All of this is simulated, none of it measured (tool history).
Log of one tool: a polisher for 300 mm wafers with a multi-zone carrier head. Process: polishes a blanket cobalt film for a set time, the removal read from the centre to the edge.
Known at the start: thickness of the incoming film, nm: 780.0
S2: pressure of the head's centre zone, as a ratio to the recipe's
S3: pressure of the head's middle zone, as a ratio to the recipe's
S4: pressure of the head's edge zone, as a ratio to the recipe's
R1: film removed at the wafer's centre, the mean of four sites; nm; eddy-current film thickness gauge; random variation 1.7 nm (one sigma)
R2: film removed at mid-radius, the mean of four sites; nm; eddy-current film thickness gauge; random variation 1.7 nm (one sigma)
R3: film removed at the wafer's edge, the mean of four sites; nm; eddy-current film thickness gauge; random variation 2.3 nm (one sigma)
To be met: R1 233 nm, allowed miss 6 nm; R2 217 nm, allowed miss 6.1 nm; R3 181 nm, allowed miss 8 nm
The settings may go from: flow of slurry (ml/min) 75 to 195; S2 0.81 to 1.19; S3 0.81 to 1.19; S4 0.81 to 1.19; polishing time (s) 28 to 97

run 1 hour=0 | flow_of_slurry_(ml/min)=125 S2=1 S3=1 S4=1 polishing_time_(s)=62 | R1=131.21 R2=129.71 R3=131.47
run 2 hour=7.7 | flow_of_slurry_(ml/min)=140 S2=1.05 S3=1.05 S4=1 polishing_time_(s)=66 | R1=152.88 R2=146.17 R3=141.86
run 3 hour=14.1 | flow_of_slurry_(ml/min)=150 S2=1.07 S3=1.09 S4=0.99 polishing_time_(s)=70 | R1=169.04 R2=163.32 R3=150.46
run 4 hour=16.1 | flow_of_slurry_(ml/min)=160 S2=1.09 S3=1.12 S4=0.99 polishing_time_(s)=73 | R1=181.1 R2=174 R3=157.67
run 5 hour=21.3 | flow_of_slurry_(ml/min)=160 S2=1.09 S3=1.12 S4=1.06 polishing_time_(s)=73 | R1=180.61 R2=175.67 R3=165.88
run 6 hour=30.1 | flow_of_slurry_(ml/min)=160 S2=1.09 S3=1.12 S4=1.06 polishing_time_(s)=81 | R1=201.64 R2=193.98 R3=182.07
run 7 hour=37.4 | flow_of_slurry_(ml/min)=170 S2=1.11 S3=1.14 S4=1.04 polishing_time_(s)=81 | R1=207.96 R2=197.33 R3=184.1
-- hour=42.8 slurry nozzle cleaned
run 8 hour=42.8 | flow_of_slurry_(ml/min)=175 S2=1.12 S3=1.15 S4=1 polishing_time_(s)=82 | R1=226.8 R2=214.69 R3=187.75

Which of these 5 next moves meets every target?
run A hour=48.2 | flow_of_slurry_(ml/min)=150 S2=1.08 S3=1.09 S4=1.17 polishing_time_(s)=85 | R1=? R2=? R3=?
run B hour=48.2 | flow_of_slurry_(ml/min)=175 S2=1.08 S3=1.05 S4=1.03 polishing_time_(s)=85 | R1=? R2=? R3=?
run C hour=48.2 | flow_of_slurry_(ml/min)=150 S2=1.17 S3=1.19 S4=0.94 polishing_time_(s)=82 | R1=? R2=? R3=?
run D hour=48.2 | flow_of_slurry_(ml/min)=185 S2=1.13 S3=1.07 S4=1.12 polishing_time_(s)=84 | R1=? R2=? R3=?
run E hour=48.2 | flow_of_slurry_(ml/min)=185 S2=1.08 S3=1.15 S4=0.87 polishing_time_(s)=80 | R1=? R2=? R3=?

move=A R1=219.04 R2=209.18 R3=208.18
move=B R1=225.75 R2=209.69 R3=199.11
move=C R1=229.16 R2=214.06 R3=180.04
move=D R1=235.85 R2=211.58 R3=206.47
move=E R1=214.7 R2=211.58 R3=174.04
A: further off than the last run
B: further off than the last run
C: meets every target
D: brings the result that was furthest off to its target, and leaves another outside
E: further off than the last run
The right move is C.
